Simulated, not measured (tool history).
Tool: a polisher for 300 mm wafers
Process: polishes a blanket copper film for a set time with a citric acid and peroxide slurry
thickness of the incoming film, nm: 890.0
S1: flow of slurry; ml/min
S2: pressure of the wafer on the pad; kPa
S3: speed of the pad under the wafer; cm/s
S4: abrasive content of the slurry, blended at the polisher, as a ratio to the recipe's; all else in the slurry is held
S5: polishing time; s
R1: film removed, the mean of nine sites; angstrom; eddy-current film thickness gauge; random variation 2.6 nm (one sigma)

Run 1, hour 0.0: S1 210 ml/min, S2 18.6 kPa, S3 112 cm/s, S4 1.0, S5 68 s. Result: R1 1421.5 angstrom.
Run 2, hour 4.8: S1 210 ml/min, S2 18.6 kPa, S3 112 cm/s, S4 1.0, S5 71 s. Result: R1 1468.2 angstrom.
Run 3, hour 6.1: S1 210 ml/min, S2 19.3 kPa, S3 112 cm/s, S4 1.0, S5 71 s. Result: R1 1502.5 angstrom.
Run 4, hour 14.6: S1 210 ml/min, S2 20.0 kPa, S3 112 cm/s, S4 1.0, S5 71 s. Result: R1 1562.6 angstrom.
Run 5, hour 19.0: S1 210 ml/min, S2 20.0 kPa, S3 112 cm/s, S4 1.0, S5 71 s. Result: R1 1578.1 angstrom.
Run 6, hour 21.9: S1 210 ml/min, S2 20.0 kPa, S3 112 cm/s, S4 0.9, S5 71 s. Result: R1 1497.4 angstrom.

The next listed run, before its measurement:
Run 7, hour 27.4: S1 210 ml/min, S2 20.7 kPa, S3 112 cm/s, S4 0.9, S5 71 s. Result: R1 ?.

R1: 1591.3 angstrom

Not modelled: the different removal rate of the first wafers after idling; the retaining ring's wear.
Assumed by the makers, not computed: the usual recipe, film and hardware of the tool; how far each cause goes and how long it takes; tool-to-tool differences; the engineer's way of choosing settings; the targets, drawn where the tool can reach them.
